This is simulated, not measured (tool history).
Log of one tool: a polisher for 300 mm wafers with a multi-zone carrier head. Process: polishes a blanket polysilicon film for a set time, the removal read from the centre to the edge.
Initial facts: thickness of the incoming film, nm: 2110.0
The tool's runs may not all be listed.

| run | hour | flow of slurry (ml/min) | pressure of the head's centre zone | pressure of the head's middle zone | pressure of the head's edge zone | polishing time (s) | film removed at the wafer's centre (Å) | film removed at mid-radius (Å) | film removed at the wafer's edge (Å) |
|---|---|---|---|---|---|---|---|---|---|
| 1 | 0 | 185 | 1 | 1 | 1 | 54 | 4315.9 | 4097.5 | 4106.9 |
| 2 | 1.9 | 185 | 1 | 1 | 1.05 | 54 | 4259.1 | 4212.6 | 4221.2 |
| 3 | 2.5 | 175 | 0.96 | 0.97 | 1 | 47 | 3565.4 | 3399 | 3484.2 |
| 4 | 8 | 175 | 0.96 | 0.97 | 1 | 37 | 2778.6 | 2699.7 | 2791.9 |
| 5 | 13.5 | 175 | 0.96 | 0.97 | 1 | 29 | 2179 | 2124.5 | 2175.1 |
| 6 | 16.7 | 175 | 0.96 | 0.95 | 1.01 | 29 | 2200.1 | 2081.7 | 2204.2 |
| 7 | 20.2 | 175 | 0.96 | 0.94 | 1.02 | 29 | 2204.9 | 2087.2 | 2229.5 |
| 8 | 22 | 175 | 0.96 | 0.93 | 1.03 | 29 | 2199.6 | 2042.7 | 2199.1 |

Run 9 has not been measured yet. What should we expect?
| 9 | 23.9 | 175 | 0.96 | 0.92 | 1.04 | 29 | ? | ? | ? |

{"run 9": {"film removed at the wafer's centre (Å)": 2180.1, "film removed at mid-radius (Å)": 2026.4, "film removed at the wafer's edge (Å)": 2202.6}}
